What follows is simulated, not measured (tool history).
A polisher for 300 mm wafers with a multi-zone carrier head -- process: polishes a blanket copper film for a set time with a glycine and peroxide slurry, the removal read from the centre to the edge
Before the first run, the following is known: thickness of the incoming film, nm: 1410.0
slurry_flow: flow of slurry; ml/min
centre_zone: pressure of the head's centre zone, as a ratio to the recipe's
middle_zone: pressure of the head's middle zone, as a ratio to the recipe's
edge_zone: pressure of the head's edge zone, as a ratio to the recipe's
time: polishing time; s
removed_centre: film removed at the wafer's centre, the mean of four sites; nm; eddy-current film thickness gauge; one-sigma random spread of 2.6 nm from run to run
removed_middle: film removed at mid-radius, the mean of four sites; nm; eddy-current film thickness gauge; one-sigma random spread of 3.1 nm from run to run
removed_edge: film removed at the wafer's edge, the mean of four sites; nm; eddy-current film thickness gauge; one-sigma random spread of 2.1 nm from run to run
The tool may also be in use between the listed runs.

run 1 hour=0 | slurry_flow=260 centre_zone=1 middle_zone=1 edge_zone=1 time=31 | removed_centre=170.24 removed_middle=168.64 removed_edge=167.42
run 2 hour=5.2 | slurry_flow=260 centre_zone=1 middle_zone=1.06 edge_zone=1 time=31 | removed_centre=169.98 removed_middle=176.64 removed_edge=166.84
run 3 hour=13.1 | slurry_flow=260 centre_zone=1 middle_zone=1.06 edge_zone=1 time=35 | removed_centre=192.53 removed_middle=198.44 removed_edge=188.95
run 4 hour=19.8 | slurry_flow=260 centre_zone=0.95 middle_zone=1.06 edge_zone=1 time=35 | removed_centre=183.34 removed_middle=204.07 removed_edge=188.89
run 5 hour=26.1 | slurry_flow=260 centre_zone=0.95 middle_zone=1.01 edge_zone=1 time=35 | removed_centre=181.1 removed_middle=188.4 removed_edge=191.76
run 6 hour=32.4 | slurry_flow=260 centre_zone=0.95 middle_zone=1.01 edge_zone=1 time=40 | removed_centre=211.93 removed_middle=216.87 removed_edge=218.54

What does the tool deliver on the next run?
run 7 hour=34.4 | slurry_flow=265 centre_zone=0.97 middle_zone=1.03 edge_zone=1.01 time=40 | removed_centre=? removed_middle=? removed_edge=?

Run 7 came out at removed_centre 212.74 nm, removed_middle 221.33 nm, removed_edge 218.59 nm.

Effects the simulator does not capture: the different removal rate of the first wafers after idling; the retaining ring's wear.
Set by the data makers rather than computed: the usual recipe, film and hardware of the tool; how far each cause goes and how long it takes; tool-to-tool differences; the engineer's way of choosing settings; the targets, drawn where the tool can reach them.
